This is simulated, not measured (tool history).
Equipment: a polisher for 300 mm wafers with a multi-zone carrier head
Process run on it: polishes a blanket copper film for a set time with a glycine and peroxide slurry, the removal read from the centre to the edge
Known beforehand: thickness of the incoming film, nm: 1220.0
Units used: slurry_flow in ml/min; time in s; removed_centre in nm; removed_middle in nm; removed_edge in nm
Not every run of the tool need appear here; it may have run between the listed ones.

run	hour	slurry_flow	centre_zone	middle_zone	edge_zone	time	removed_centre	removed_middle	removed_edge
1	0.0	210	1.00	1.00	1.00	66	310.52	315.32	319.47
2	7.6	210	1.00	1.00	1.00	53	251.83	257.92	254.70
3	14.2	210	1.00	1.06	1.00	53	253.48	265.21	251.08
4	18.5	210	1.00	1.02	1.00	53	250.98	252.97	252.30
5	22.2	210	0.93	1.02	1.00	53	230.11	259.42	251.63
6	26.8	210	0.93	1.05	1.00	53	235.98	268.13	253.62
7	32.3	225	0.96	1.04	1.01	53	242.76	268.59	256.01

What will run 8 give?
8	38.5	230	0.99	1.03	1.02	53	?	?	?

{"run 8": {"removed_centre": 255.55, "removed_middle": 262.49, "removed_edge": 259.59}}
